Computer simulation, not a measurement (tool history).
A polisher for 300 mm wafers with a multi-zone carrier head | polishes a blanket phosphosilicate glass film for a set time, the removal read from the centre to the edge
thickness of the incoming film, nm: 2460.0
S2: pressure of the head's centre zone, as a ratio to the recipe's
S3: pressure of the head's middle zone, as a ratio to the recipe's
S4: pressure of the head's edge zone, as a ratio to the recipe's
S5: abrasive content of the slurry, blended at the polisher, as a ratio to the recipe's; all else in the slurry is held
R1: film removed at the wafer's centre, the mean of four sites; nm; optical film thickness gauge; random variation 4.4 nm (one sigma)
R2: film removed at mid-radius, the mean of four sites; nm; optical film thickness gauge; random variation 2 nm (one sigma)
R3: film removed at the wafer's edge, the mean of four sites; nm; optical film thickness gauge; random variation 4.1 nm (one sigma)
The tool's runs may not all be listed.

run 1 hour=0 | flow_of_slurry_(ml/min)=215 S2=1 S3=1 S4=1 S5=1 polishing_time_(s)=84 | R1=470.32 R2=481.1 R3=469.79
run 2 hour=5.6 | flow_of_slurry_(ml/min)=215 S2=1 S3=1 S4=1 S5=1 polishing_time_(s)=94 | R1=521.11 R2=531.98 R3=518.53
run 3 hour=6.3 | flow_of_slurry_(ml/min)=215 S2=1.07 S3=1 S4=1 S5=1 polishing_time_(s)=94 | R1=560.94 R2=535.83 R3=512.33
run 4 hour=12.4 | flow_of_slurry_(ml/min)=215 S2=1.07 S3=1 S4=1 S5=1 polishing_time_(s)=105 | R1=620.25 R2=590.36 R3=577.96
run 5 hour=17.6 | flow_of_slurry_(ml/min)=210 S2=1.07 S3=0.98 S4=1 S5=0.95 polishing_time_(s)=102 | R1=582.66 R2=544.77 R3=541.27
run 6 hour=22.2 | flow_of_slurry_(ml/min)=210 S2=1.07 S3=0.98 S4=0.95 S5=0.95 polishing_time_(s)=102 | R1=596.41 R2=547.94 R3=518.83
run 7 hour=22.8 | flow_of_slurry_(ml/min)=205 S2=1.07 S3=0.96 S4=0.96 S5=0.9 polishing_time_(s)=100 | R1=557.2 R2=506.39 R3=506.08
run 8 hour=26.3 | flow_of_slurry_(ml/min)=200 S2=1.07 S3=0.95 S4=0.95 S5=0.85 polishing_time_(s)=98 | R1=519.06 R2=463.88 R3=475.69
run 9 hour=27.8 | flow_of_slurry_(ml/min)=200 S2=1.07 S3=0.94 S4=0.94 S5=0.8 polishing_time_(s)=97 | R1=483.85 R2=442.66 R3=441.8
run 10 hour=32.9 | flow_of_slurry_(ml/min)=195 S2=1.08 S3=0.93 S4=0.94 S5=0.75 polishing_time_(s)=97 | R1=461.36 R2=412.62 R3=410.74
run 11 hour=34.6 | flow_of_slurry_(ml/min)=190 S2=1.09 S3=0.92 S4=0.94 S5=0.75 polishing_time_(s)=97 | R1=461.63 R2=409.02 R3=407.36
-- hour=40 slurry nozzle cleaned
run 12 hour=40 | flow_of_slurry_(ml/min)=190 S2=1.1 S3=0.91 S4=0.96 S5=0.75 polishing_time_(s)=97 | R1=500.78 R2=413.82 R3=430.43
run 13 hour=43.5 | flow_of_slurry_(ml/min)=140 S2=1.06 S3=0.81 S4=0.94 S5=0.5 polishing_time_(s)=83 | R1=236.54 R2=191.31 R3=215.43

Run 14 comes next. What will it give?
run 14 hour=47.4 | flow_of_slurry_(ml/min)=160 S2=1.06 S3=0.81 S4=0.95 S5=0.5 polishing_time_(s)=83 | R1=? R2=? R3=?

Run 14 gave R1 237.13 nm, R2 197.23 nm, R3 218.69 nm.
